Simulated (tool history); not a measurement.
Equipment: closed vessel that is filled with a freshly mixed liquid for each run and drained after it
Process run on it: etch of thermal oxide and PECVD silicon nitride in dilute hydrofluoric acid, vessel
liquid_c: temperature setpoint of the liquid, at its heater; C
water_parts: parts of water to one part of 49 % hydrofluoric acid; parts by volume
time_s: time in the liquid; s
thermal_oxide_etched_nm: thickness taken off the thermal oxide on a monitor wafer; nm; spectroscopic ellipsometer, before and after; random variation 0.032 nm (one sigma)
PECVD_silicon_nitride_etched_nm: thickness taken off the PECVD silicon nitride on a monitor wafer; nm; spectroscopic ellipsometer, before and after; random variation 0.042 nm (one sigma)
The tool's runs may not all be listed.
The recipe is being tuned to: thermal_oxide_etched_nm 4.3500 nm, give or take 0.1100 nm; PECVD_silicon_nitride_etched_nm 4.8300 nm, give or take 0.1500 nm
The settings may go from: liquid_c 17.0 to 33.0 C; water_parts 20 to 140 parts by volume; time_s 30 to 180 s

run,hour,liquid_c,water_parts,time_s,thermal_oxide_etched_nm,PECVD_silicon_nitride_etched_nm
1,0.0,25.0,75,90,6.3618,7.2703
2,8.7,25.0,95,90,4.9665,5.6968
3,15.0,24.5,95,90,4.9188,5.6319
4,21.5,24.5,95,120,6.5117,7.5173
5,28.4,27.0,95,120,7.1293,8.6861
6,32.2,26.0,100,120,6.5588,7.7845
7,37.3,25.0,105,120,5.8798,6.9327
8,42.7,24.0,110,120,5.3970,6.2033
9,51.5,23.5,115,120,5.0475,5.7526
10,59.7,23.0,115,120,4.9230,5.5658
11,62.1,22.5,120,120,4.6086,5.2232
12,69.6,22.0,120,120,4.5835,5.0508

Below are 5 possible settings for the next run. Only one of them brings all results inside the allowed miss of their targets. Which is it?
A,77.1,20.0,115,135,?,?
B,77.1,20.0,120,135,?,?
C,77.1,22.0,120,115,?,?
D,77.1,21.5,110,120,?,?
E,77.1,18.5,95,115,?,?

move,thermal_oxide_etched_nm,PECVD_silicon_nitride_etched_nm
A,4.9393,5.2243
B,4.7063,5.0103
C,4.3365,4.8668
D,4.8995,5.3566
E,4.9063,4.8540
A: moves away from the targets compared with the last run
B: moves away from the targets compared with the last run
C: hits every target within its allowed miss
D: moves away from the targets compared with the last run
E: moves away from the targets compared with the last run
Answer: C
